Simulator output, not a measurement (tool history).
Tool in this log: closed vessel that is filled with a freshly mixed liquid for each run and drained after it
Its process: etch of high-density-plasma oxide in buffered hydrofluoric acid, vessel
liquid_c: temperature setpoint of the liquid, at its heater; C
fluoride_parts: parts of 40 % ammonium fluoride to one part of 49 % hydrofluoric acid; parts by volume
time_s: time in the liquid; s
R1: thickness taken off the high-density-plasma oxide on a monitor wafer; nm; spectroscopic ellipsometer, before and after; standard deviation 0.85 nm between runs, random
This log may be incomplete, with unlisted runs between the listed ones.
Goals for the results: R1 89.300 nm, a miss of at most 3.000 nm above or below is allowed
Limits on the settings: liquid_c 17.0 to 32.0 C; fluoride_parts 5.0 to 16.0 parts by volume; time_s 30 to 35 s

{"run": 1, "hour": 0.0, "liquid_c": 24.0, "fluoride_parts": 9.5, "time_s": 35, "R1": 56.164}
{"run": 2, "hour": 1.0, "liquid_c": 26.0, "fluoride_parts": 9.5, "time_s": 35, "R1": 62.847}
{"run": 3, "hour": 4.0, "liquid_c": 26.0, "fluoride_parts": 9.5, "time_s": 35, "R1": 61.995}
{"run": 4, "hour": 12.1, "liquid_c": 26.0, "fluoride_parts": 9.5, "time_s": 35, "R1": 62.534}
{"run": 5, "hour": 15.1, "liquid_c": 26.0, "fluoride_parts": 9.5, "time_s": 35, "R1": 63.177}
{"run": 6, "hour": 21.8, "liquid_c": 26.0, "fluoride_parts": 12.0, "time_s": 35, "R1": 51.205}
{"run": 7, "hour": 29.4, "liquid_c": 27.5, "fluoride_parts": 11.5, "time_s": 35, "R1": 58.479}
{"run": 8, "hour": 30.2, "liquid_c": 28.5, "fluoride_parts": 11.0, "time_s": 35, "R1": 63.284}
{"run": 9, "hour": 36.4, "liquid_c": 29.5, "fluoride_parts": 10.5, "time_s": 35, "R1": 71.238}
{"run": 10, "hour": 44.2, "liquid_c": 30.0, "fluoride_parts": 10.5, "time_s": 35, "R1": 71.691}
{"run": 11, "hour": 46.9, "liquid_c": 30.5, "fluoride_parts": 10.0, "time_s": 35, "R1": 76.298}

Of the 5 settings listed for the next run, only one would bring every result within its allowed miss of target. Which one?
{"run": "A", "hour": 49.6, "liquid_c": 31.0, "fluoride_parts": 7.5, "time_s": 30, "R1": "?"}
{"run": "B", "hour": 49.6, "liquid_c": 31.5, "fluoride_parts": 11.0, "time_s": 30, "R1": "?"}
{"run": "C", "hour": 49.6, "liquid_c": 32.0, "fluoride_parts": 8.5, "time_s": 35, "R1": "?"}
{"run": "D", "hour": 49.6, "liquid_c": 31.5, "fluoride_parts": 9.5, "time_s": 30, "R1": "?"}
{"run": "E", "hour": 49.6, "liquid_c": 31.0, "fluoride_parts": 12.0, "time_s": 35, "R1": "?"}

move=A R1=89.322
move=B R1=64.219
move=C R1=95.871
move=D R1=72.757
move=E R1=67.065
A: every result lands within tolerance
B: the biggest miss grows against the last run
C: takes the result that was furthest off past its target
D: the biggest miss grows against the last run
E: the biggest miss grows against the last run
Go with A: it meets all targets.

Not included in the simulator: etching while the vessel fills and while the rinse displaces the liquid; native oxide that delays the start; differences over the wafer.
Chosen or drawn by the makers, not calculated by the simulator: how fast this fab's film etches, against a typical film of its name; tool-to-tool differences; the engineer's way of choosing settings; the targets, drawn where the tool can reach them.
